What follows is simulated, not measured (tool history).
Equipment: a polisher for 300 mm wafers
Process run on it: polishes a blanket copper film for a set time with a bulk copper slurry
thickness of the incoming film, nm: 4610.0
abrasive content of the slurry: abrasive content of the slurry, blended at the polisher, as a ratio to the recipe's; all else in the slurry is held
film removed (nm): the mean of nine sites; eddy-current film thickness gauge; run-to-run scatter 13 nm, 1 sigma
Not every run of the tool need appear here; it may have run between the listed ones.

run  hour  flow of slurry (ml/min)  pressure of the wafer on the pad (kPa)  speed of the pad under the wafer (cm/s)  abrasive content of the slurry  polishing time (s)  film removed (nm)
  1     0                      250                                    22.8                                      124                               1                 115             1242.5
  2   7.1                      250                                    22.8                                      124                               1                 120             1314.1
  3  12.3                      255                                    23.4                                      124                               1                 120             1347.1
  4  14.7                      255                                    24.1                                      124                               1                 120             1390.5
  5  18.8                      255                                      29                                      124                               1                 120             1676.5
  6  20.9                      255                                    28.3                                      124                               1                 120             1614.3
  7  29.1                      255                                    27.6                                      124                               1                 120             1582.9

Predict the results of run 8:
  8  37.3                      255                                    26.9                                      124                               1                 120                  ?

film removed (nm): 1524.2

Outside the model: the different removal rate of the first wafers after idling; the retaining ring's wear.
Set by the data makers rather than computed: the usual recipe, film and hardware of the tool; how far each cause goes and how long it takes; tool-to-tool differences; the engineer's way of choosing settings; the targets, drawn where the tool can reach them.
